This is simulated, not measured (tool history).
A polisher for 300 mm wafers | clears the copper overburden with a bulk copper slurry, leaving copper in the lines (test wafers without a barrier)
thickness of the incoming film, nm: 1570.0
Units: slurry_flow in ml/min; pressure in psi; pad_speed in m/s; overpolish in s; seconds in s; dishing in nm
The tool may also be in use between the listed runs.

{"run": 1, "day": 0.0, "slurry_flow": 190, "pressure": 3.2, "pad_speed": 1.26, "slurry_solids": 1.0, "overpolish": 14, "seconds": 108.58, "dishing": 100.06}
{"run": 2, "day": 0.217, "slurry_flow": 190, "pressure": 2.5, "pad_speed": 1.26, "slurry_solids": 1.0, "overpolish": 14, "seconds": 136.67, "dishing": 84.683}
{"run": 3, "day": 0.25, "slurry_flow": 170, "pressure": 2.5, "pad_speed": 1.26, "slurry_solids": 1.0, "overpolish": 14, "seconds": 138.45, "dishing": 88.746}
{"run": 4, "day": 0.392, "slurry_flow": 170, "pressure": 2.0, "pad_speed": 1.26, "slurry_solids": 1.0, "overpolish": 14, "seconds": 172.04, "dishing": 74.458}
{"run": 5, "day": 0.554, "slurry_flow": 170, "pressure": 1.4, "pad_speed": 1.26, "slurry_solids": 1.0, "overpolish": 14, "seconds": 230.61, "dishing": 60.343}
{"run": 6, "day": 0.892, "slurry_flow": 170, "pressure": 1.4, "pad_speed": 1.26, "slurry_solids": 1.0, "overpolish": 14, "seconds": 232.31, "dishing": 58.105}
{"run": 7, "day": 0.958, "slurry_flow": 175, "pressure": 1.6, "pad_speed": 1.28, "slurry_solids": 1.0, "overpolish": 13, "seconds": 198.4, "dishing": 63.15}
{"run": 8, "day": 1.0, "slurry_flow": 180, "pressure": 1.8, "pad_speed": 1.28, "slurry_solids": 1.0, "overpolish": 12, "seconds": 183.33, "dishing": 63.596}
{"run": 9, "day": 1.154, "slurry_flow": 185, "pressure": 2.0, "pad_speed": 1.28, "slurry_solids": 1.0, "overpolish": 11, "seconds": 164.29, "dishing": 65.246}
{"run": 10, "day": 1.321, "slurry_flow": 185, "pressure": 2.1, "pad_speed": 1.28, "slurry_solids": 1.0, "overpolish": 10, "seconds": 162.36, "dishing": 61.642}
{"run": 11, "day": 1.533, "slurry_flow": 190, "pressure": 2.2, "pad_speed": 1.28, "slurry_solids": 1.0, "overpolish": 10, "seconds": 152.02, "dishing": 66.288}
{"run": 12, "day": 1.654, "slurry_flow": 190, "pressure": 2.3, "pad_speed": 1.28, "slurry_solids": 1.0, "overpolish": 10, "seconds": 145.85, "dishing": 68.688}
{"run": 13, "day": 1.842, "slurry_flow": 190, "pressure": 2.4, "pad_speed": 1.28, "slurry_solids": 1.0, "overpolish": 9, "seconds": 142.06, "dishing": 62.27}
{"run": 14, "day": 1.933, "slurry_flow": 195, "pressure": 3.0, "pad_speed": 1.3, "slurry_solids": 1.0, "overpolish": 10, "seconds": 111.53, "dishing": 81.939}

The next listed run, before its measurement:
{"run": 15, "day": 2.012, "slurry_flow": 195, "pressure": 2.9, "pad_speed": 1.3, "slurry_solids": 1.0, "overpolish": 9, "seconds": "?", "dishing": "?"}

{"run 15": {"seconds": 117.58, "dishing": 74.796}}
